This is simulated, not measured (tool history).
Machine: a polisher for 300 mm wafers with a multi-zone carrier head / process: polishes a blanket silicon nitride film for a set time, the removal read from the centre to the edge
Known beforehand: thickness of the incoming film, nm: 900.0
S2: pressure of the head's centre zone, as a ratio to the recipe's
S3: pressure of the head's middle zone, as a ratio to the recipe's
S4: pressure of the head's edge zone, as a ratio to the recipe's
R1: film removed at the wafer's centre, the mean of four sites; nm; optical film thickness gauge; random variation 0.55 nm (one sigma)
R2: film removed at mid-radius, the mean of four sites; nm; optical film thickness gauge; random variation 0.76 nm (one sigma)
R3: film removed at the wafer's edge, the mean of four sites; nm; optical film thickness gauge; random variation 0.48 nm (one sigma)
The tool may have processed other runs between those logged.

run 1 hour=0 | flow_of_slurry_(ml/min)=140 S2=1 S3=1 S4=1 polishing_time_(s)=39 | R1=64.124 R2=64.305 R3=63.143
run 2 hour=0.5 | flow_of_slurry_(ml/min)=165 S2=1 S3=1 S4=1 polishing_time_(s)=39 | R1=66.795 R2=66.644 R3=64.984
run 3 hour=2.3 | flow_of_slurry_(ml/min)=155 S2=0.98 S3=1 S4=0.97 polishing_time_(s)=38 | R1=63.698 R2=62.895 R3=62.404
run 4 hour=3.5 | flow_of_slurry_(ml/min)=155 S2=0.98 S3=1.04 S4=0.97 polishing_time_(s)=38 | R1=63.205 R2=66.711 R3=62.99
-- hour=9 worn pad replaced by a new one
run 5 hour=9 | flow_of_slurry_(ml/min)=145 S2=0.97 S3=1.05 S4=0.95 polishing_time_(s)=37 | R1=64.076 R2=68.959 R3=64.678
run 6 hour=14.5 | flow_of_slurry_(ml/min)=145 S2=0.99 S3=1.06 S4=0.98 polishing_time_(s)=35 | R1=63.324 R2=65.523 R3=60.499
run 7 hour=23.4 | flow_of_slurry_(ml/min)=145 S2=0.97 S3=1.06 S4=0.98 polishing_time_(s)=33 | R1=58.175 R2=61.996 R3=58.119
run 8 hour=24.4 | flow_of_slurry_(ml/min)=145 S2=0.96 S3=1.07 S4=0.98 polishing_time_(s)=32 | R1=56.44 R2=59.324 R3=56.631
run 9 hour=32.8 | flow_of_slurry_(ml/min)=140 S2=0.95 S3=1.08 S4=0.97 polishing_time_(s)=31 | R1=53.361 R2=59.015 R3=53.742
run 10 hour=35.1 | flow_of_slurry_(ml/min)=135 S2=0.95 S3=1.07 S4=0.97 polishing_time_(s)=31 | R1=52.942 R2=56.572 R3=53.758

What does the tool deliver on the next run?
run 11 hour=40.5 | flow_of_slurry_(ml/min)=135 S2=0.95 S3=1.08 S4=0.96 polishing_time_(s)=31 | R1=? R2=? R3=?

R1: 52.884 nm
R2: 58.005 nm
R3: 54.187 nm
